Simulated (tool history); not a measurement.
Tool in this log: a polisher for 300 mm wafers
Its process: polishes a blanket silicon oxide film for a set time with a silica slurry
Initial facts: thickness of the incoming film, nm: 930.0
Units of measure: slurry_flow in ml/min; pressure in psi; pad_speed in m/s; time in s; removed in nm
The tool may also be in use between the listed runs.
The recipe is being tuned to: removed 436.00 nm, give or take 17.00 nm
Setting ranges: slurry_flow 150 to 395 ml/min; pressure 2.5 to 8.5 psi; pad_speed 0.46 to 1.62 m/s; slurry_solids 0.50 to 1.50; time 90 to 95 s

Run 1, hour 0.0: slurry_flow 250 ml/min, pressure 5.5 psi, pad_speed 1.04 m/s, slurry_solids 1.00, time 90 s. Result: removed 319.26 nm.
Run 2, hour 1.9: slurry_flow 250 ml/min, pressure 5.5 psi, pad_speed 1.04 m/s, slurry_solids 0.90, time 90 s. Result: removed 307.86 nm.
Run 3, hour 6.0: slurry_flow 250 ml/min, pressure 5.8 psi, pad_speed 1.04 m/s, slurry_solids 0.90, time 90 s. Result: removed 327.65 nm.
Run 4, hour 14.4: slurry_flow 250 ml/min, pressure 6.0 psi, pad_speed 1.04 m/s, slurry_solids 0.90, time 90 s. Result: removed 335.32 nm.
Run 5, hour 22.4: slurry_flow 250 ml/min, pressure 5.1 psi, pad_speed 1.04 m/s, slurry_solids 0.90, time 90 s. Result: removed 286.62 nm.
Run 6, hour 25.6: slurry_flow 250 ml/min, pressure 5.1 psi, pad_speed 1.04 m/s, slurry_solids 1.05, time 90 s. Result: removed 299.24 nm.
Run 7, hour 33.7: slurry_flow 250 ml/min, pressure 5.4 psi, pad_speed 1.04 m/s, slurry_solids 1.05, time 90 s. Result: removed 315.20 nm.
Run 8, hour 40.7: slurry_flow 250 ml/min, pressure 5.7 psi, pad_speed 1.04 m/s, slurry_solids 1.05, time 90 s. Result: removed 328.89 nm.
Run 9, hour 43.9: slurry_flow 250 ml/min, pressure 6.0 psi, pad_speed 1.04 m/s, slurry_solids 1.05, time 90 s. Result: removed 351.52 nm.

Pick the move, out of 5, that brings all results within their allowed miss; only one does.
Run A, hour 47.1: slurry_flow 195 ml/min, pressure 6.2 psi, pad_speed 1.36 m/s, slurry_solids 1.15, time 95 s. Result: removed ?.
Run B, hour 47.1: slurry_flow 315 ml/min, pressure 5.0 psi, pad_speed 1.08 m/s, slurry_solids 1.05, time 95 s. Result: removed ?.
Run C, hour 47.1: slurry_flow 160 ml/min, pressure 5.2 psi, pad_speed 0.90 m/s, slurry_solids 1.30, time 90 s. Result: removed ?.
Run D, hour 47.1: slurry_flow 215 ml/min, pressure 7.3 psi, pad_speed 0.98 m/s, slurry_solids 1.15, time 95 s. Result: removed ?.
Run E, hour 47.1: slurry_flow 255 ml/min, pressure 6.2 psi, pad_speed 1.36 m/s, slurry_solids 1.10, time 95 s. Result: removed ?.

move  removed
   A   471.42
   B   320.55
   C   276.29
   D   428.46
   E   474.55
A: pushes the last run's worst result past its target
B: lands further from the targets than the last run did
C: lands further from the targets than the last run did
D: each result inside its tolerance
E: pushes the last run's worst result past its target
So the answer is move D, the one that meets all the targets.
